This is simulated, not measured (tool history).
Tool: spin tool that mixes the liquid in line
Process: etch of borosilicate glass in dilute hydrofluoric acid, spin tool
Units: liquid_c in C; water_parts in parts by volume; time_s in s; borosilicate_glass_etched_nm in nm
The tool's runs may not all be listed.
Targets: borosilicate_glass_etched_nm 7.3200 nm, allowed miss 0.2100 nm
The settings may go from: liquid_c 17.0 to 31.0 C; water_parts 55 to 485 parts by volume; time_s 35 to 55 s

| run | hour | liquid_c | water_parts | time_s | borosilicate_glass_etched_nm |
|---|---|---|---|---|---|
| 1 | 0.0 | 23.0 | 270 | 55 | 4.3422 |
| 2 | 7.4 | 20.5 | 270 | 55 | 3.9747 |
| 3 | 10.3 | 20.5 | 190 | 55 | 6.1665 |
| 4 | 16.4 | 24.0 | 190 | 55 | 6.9393 |
| 5 | 17.1 | 24.0 | 190 | 35 | 4.4636 |
| 6 | 21.8 | 24.0 | 160 | 35 | 5.4555 |
| 7 | 26.2 | 24.0 | 140 | 35 | 6.3889 |
| 8 | 28.7 | 24.0 | 135 | 35 | 6.5957 |
| 9 | 32.7 | 24.0 | 130 | 35 | 7.0096 |
| 10 | 34.3 | 24.0 | 130 | 35 | 6.8812 |
|  | 39.2 | hydrofluoric acid flow meter replaced |
| 11 | 39.2 | 24.0 | 125 | 35 | 8.0748 |
| 12 | 47.6 | 24.0 | 130 | 35 | 7.6396 |

5 next moves are on the table. One of them brings every result within its allowed miss. Which?
| A | 56.0 | 23.0 | 140 | 35 | ? |
| B | 56.0 | 26.5 | 145 | 35 | ? |
| C | 56.0 | 27.0 | 155 | 35 | ? |
| D | 56.0 | 22.5 | 135 | 35 | ? |
| E | 56.0 | 26.5 | 155 | 35 | ? |

| move | borosilicate_glass_etched_nm |
|---|---|
| A | 6.7777 |
| B | 7.4348 |
| C | 6.9999 |
| D | 6.9319 |
| E | 6.8715 |
A: takes the result that was furthest off past its target
B: meets every target
C: takes the result that was furthest off past its target
D: takes the result that was furthest off past its target
E: takes the result that was furthest off past its target
The right move is B.
